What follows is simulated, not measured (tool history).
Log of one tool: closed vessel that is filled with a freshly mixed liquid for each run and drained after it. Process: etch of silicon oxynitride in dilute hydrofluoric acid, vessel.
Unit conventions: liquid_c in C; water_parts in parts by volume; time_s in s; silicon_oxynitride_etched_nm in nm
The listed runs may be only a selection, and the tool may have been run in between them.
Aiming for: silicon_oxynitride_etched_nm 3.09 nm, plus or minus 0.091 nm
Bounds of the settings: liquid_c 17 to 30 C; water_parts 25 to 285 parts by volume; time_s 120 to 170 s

{"run": 1, "hour": 0.0, "liquid_c": 22, "water_parts": 155, "time_s": 170, "silicon_oxynitride_etched_nm": 4.5485}
{"run": 2, "hour": 5.3, "liquid_c": 20.5, "water_parts": 160, "time_s": 170, "silicon_oxynitride_etched_nm": 4.1145}
{"run": 3, "hour": 14.7, "liquid_c": 19.5, "water_parts": 165, "time_s": 170, "silicon_oxynitride_etched_nm": 3.7816}
{"run": 4, "hour": 20.2, "liquid_c": 19, "water_parts": 170, "time_s": 170, "silicon_oxynitride_etched_nm": 3.5547}
{"run": 5, "hour": 26.0, "liquid_c": 18.5, "water_parts": 170, "time_s": 170, "silicon_oxynitride_etched_nm": 3.4797}
{"run": 6, "hour": 28.2, "liquid_c": 18.5, "water_parts": 170, "time_s": 170, "silicon_oxynitride_etched_nm": 3.4872}
{"run": 7, "hour": 29.5, "liquid_c": 18, "water_parts": 175, "time_s": 170, "silicon_oxynitride_etched_nm": 3.2991}
{"run": 8, "hour": 31.6, "liquid_c": 17.5, "water_parts": 175, "time_s": 170, "silicon_oxynitride_etched_nm": 3.2266}

Pick the move, out of 4, that brings all results within their allowed miss; only one does.
{"run": "A", "hour": 33.7, "liquid_c": 19, "water_parts": 195, "time_s": 170, "silicon_oxynitride_etched_nm": "?"}
{"run": "B", "hour": 33.7, "liquid_c": 20.5, "water_parts": 190, "time_s": 165, "silicon_oxynitride_etched_nm": "?"}
{"run": "C", "hour": 33.7, "liquid_c": 18.5, "water_parts": 190, "time_s": 160, "silicon_oxynitride_etched_nm": "?"}
{"run": "D", "hour": 33.7, "liquid_c": 19, "water_parts": 200, "time_s": 165, "silicon_oxynitride_etched_nm": "?"}

move=A silicon_oxynitride_etched_nm=3.0514
move=B silicon_oxynitride_etched_nm=3.2711
move=C silicon_oxynitride_etched_nm=2.8878
move=D silicon_oxynitride_etched_nm=2.8785
A: in spec on every target
B: its largest miss is bigger than the last run's
C: takes the biggest miss from the last run beyond its target
D: takes the biggest miss from the last run beyond its target
Answer: A
